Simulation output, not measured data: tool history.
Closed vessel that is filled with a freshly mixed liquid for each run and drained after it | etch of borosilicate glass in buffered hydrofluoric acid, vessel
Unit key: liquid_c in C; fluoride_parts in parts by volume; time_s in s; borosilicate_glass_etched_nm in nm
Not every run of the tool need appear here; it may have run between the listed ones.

| run | day | liquid_c | fluoride_parts | time_s | borosilicate_glass_etched_nm |
|---|---|---|---|---|---|
| 1 | 0.000 | 21.0 | 17 | 40 | 25.465 |
| 2 | 0.121 | 21.0 | 17 | 30 | 19.358 |
| 3 | 0.333 | 21.5 | 17 | 30 | 19.903 |
| 4 | 0.408 | 21.5 | 17 | 30 | 19.783 |
| 5 | 0.683 | 21.5 | 12 | 30 | 28.146 |
| 6 | 0.808 | 21.5 | 12 | 40 | 37.429 |

Run 7 is up next; what results do you expect?
| 7 | 1.142 | 20.5 | 13 | 40 | ? |

{"run 7": {"borosilicate_glass_etched_nm": 32.467}}
